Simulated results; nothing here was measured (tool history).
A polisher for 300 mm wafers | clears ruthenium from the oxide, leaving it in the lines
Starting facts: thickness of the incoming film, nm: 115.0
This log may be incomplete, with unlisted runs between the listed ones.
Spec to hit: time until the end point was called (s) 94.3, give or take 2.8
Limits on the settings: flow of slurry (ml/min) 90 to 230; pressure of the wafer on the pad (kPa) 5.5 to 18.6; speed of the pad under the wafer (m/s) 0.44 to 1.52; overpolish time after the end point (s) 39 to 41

run  hour  flow of slurry (ml/min)  pressure of the wafer on the pad (kPa)  speed of the pad under the wafer (m/s)  overpolish time after the end point (s)  time until the end point was called (s)
  1     0                      150                                    11.7                                    0.98                                       39                                   133.34
  2   7.2                      150                                    10.3                                    0.98                                       39                                   152.79
  3  10.8                      185                                    10.3                                    0.98                                       39                                   147.16
  4  13.5                      185                                    13.1                                    0.98                                       39                                   116.82
  5  19.9                      185                                    13.1                                    0.98                                       41                                   116.96
  6  21.7                      185                                    13.8                                    0.98                                       41                                   111.74
  7  30.1                      185                                    14.5                                    0.98                                       41                                   105.04
  8    36                      185                                    15.2                                    0.98                                       41                                   100.97
  9    42                      185                                    15.2                                    0.98                                       41                                   101.97
 10  47.4                      190                                    15.2                                    0.98                                       41                                   101.19

5 candidate next runs follow, results not yet known. Just one meets every target within its allowed miss. Identify it.
  A  52.8                      200                                    16.5                                    1.04                                       41                                        ?
  B  52.8                      195                                    14.5                                    1.24                                       41                                        ?
  C  52.8                      140                                    14.5                                     1.2                                       40                                        ?
  D  52.8                      185                                    15.9                                    1.08                                       39                                        ?
  E  52.8                      165                                    17.2                                    1.02                                       41                                        ?

move  time until the end point was called (s)
   A                                   87.014
   B                                   87.027
   C                                   94.281
   D                                    89.16
   E                                    87.29
A: takes the biggest miss from the last run beyond its target
B: takes the biggest miss from the last run beyond its target
C: each result inside its tolerance
D: takes the biggest miss from the last run beyond its target
E: takes the biggest miss from the last run beyond its target
C meets every target.
